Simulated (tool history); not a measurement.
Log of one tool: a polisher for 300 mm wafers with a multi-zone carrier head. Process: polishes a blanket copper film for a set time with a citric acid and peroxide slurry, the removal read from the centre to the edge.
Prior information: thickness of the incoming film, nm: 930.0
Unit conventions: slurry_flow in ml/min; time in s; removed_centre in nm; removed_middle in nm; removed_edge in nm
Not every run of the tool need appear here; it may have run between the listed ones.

run,hour,slurry_flow,centre_zone,middle_zone,edge_zone,slurry_solids,time,removed_centre,removed_middle,removed_edge
1,0.0,300,1.00,1.00,1.00,1.00,49,137.430,141.790,140.500
2,0.8,295,0.98,0.96,0.97,0.85,44,118.490,120.030,117.970
3,1.7,295,0.98,0.96,0.97,0.65,44,112.160,110.730,110.590
4,7.6,245,0.98,0.96,0.97,0.65,44,106.240,109.760,113.060
5,15.5,245,0.97,0.93,0.95,0.60,42,104.490,99.174,103.490
6,24.2,245,0.97,0.93,0.95,0.80,42,104.070,108.830,109.190
7,26.2,235,0.87,0.89,0.87,0.55,38,82.909,86.761,87.180
# hour 34.3: edge zone pressure recalibrated
8,34.3,235,0.88,0.88,0.88,0.55,38,82.035,84.473,90.194

For run 9, what comes out?
9,43.2,240,0.89,0.88,0.88,0.55,38,?,?,?

{"run 9": {"removed_centre": 82.501, "removed_middle": 83.926, "removed_edge": 89.218}}
